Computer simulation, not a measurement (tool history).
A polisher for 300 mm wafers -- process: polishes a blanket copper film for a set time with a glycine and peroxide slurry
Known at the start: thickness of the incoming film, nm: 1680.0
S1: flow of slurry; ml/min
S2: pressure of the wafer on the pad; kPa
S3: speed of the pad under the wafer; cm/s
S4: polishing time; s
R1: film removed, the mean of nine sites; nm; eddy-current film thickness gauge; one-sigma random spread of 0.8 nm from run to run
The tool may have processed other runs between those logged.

{"run": 1, "hour": 0.0, "S1": 230, "S2": 11.7, "S3": 98, "S4": 53, "R1": 172.73}
{"run": 2, "hour": 4.3, "S1": 225, "S2": 9.7, "S3": 96, "S4": 53, "R1": 148.12}
{"run": 3, "hour": 11.1, "S1": 225, "S2": 6.9, "S3": 96, "S4": 53, "R1": 117.92}
{"run": 4, "hour": 16.9, "S1": 200, "S2": 6.9, "S3": 96, "S4": 53, "R1": 117.07}
{"run": 5, "hour": 19.2, "S1": 195, "S2": 6.9, "S3": 96, "S4": 53, "R1": 116.29}
{"run": 6, "hour": 20.1, "S1": 195, "S2": 6.9, "S3": 76, "S4": 53, "R1": 101.3}
{"run": 7, "hour": 28.1, "S1": 210, "S2": 6.9, "S3": 76, "S4": 53, "R1": 101.54}
{"run": 8, "hour": 34.0, "S1": 215, "S2": 7.6, "S3": 76, "S4": 53, "R1": 107.31}

Run 9 has not been measured yet. What should we expect?
{"run": 9, "hour": 39.3, "S1": 220, "S2": 7.6, "S3": 76, "S4": 53, "R1": "?"}

R1: 108.40 nm

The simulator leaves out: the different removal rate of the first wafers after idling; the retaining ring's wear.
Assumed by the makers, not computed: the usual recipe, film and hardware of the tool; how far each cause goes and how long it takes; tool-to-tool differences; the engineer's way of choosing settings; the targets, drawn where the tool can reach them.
